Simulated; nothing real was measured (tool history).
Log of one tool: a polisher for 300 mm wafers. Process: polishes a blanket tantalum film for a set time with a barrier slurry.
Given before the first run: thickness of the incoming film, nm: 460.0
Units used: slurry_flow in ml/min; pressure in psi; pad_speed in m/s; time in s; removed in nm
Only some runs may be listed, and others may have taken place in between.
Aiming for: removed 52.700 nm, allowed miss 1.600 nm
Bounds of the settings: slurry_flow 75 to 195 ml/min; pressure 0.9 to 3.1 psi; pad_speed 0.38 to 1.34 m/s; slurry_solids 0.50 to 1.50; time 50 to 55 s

run,day,slurry_flow,pressure,pad_speed,slurry_solids,time,removed
1,0.000,125,2.0,0.86,1.00,55,88.568
2,0.167,125,2.0,1.06,1.00,55,108.260
3,0.262,125,2.2,1.06,1.00,55,120.180
4,0.617,125,2.2,1.06,1.00,55,119.160
5,0.958,125,2.2,1.06,1.00,50,109.410
6,1.000,125,2.2,1.18,1.00,50,118.980
7,1.179,120,1.9,1.14,1.00,50,99.691
8,1.508,115,1.6,1.12,1.00,50,80.948
9,1.867,110,1.4,1.12,1.00,50,71.375
10,2.225,105,1.3,1.12,1.00,50,65.505
11,2.279,100,1.2,1.12,1.00,50,59.418
12,2.442,95,1.2,1.12,1.00,50,59.417
13,2.792,90,1.2,1.12,1.00,50,58.036
14,2.888,85,1.2,1.12,1.00,50,57.192

Below are 4 possible settings for the next run. Only one of them brings all results inside the allowed miss of their targets. Which is it?
A,2.983,110,1.2,0.92,1.25,51,?
B,2.983,80,0.9,1.18,1.25,55,?
C,2.983,85,1.3,1.12,0.95,52,?
D,2.983,80,1.2,1.22,1.00,52,?

move,removed
A,55.658
B,52.808
C,62.837
D,63.105
A: closes in on the targets versus the last run, not all within tolerance yet
B: each result inside its tolerance
C: further off than the last run
D: further off than the last run
Move B is the one to make.
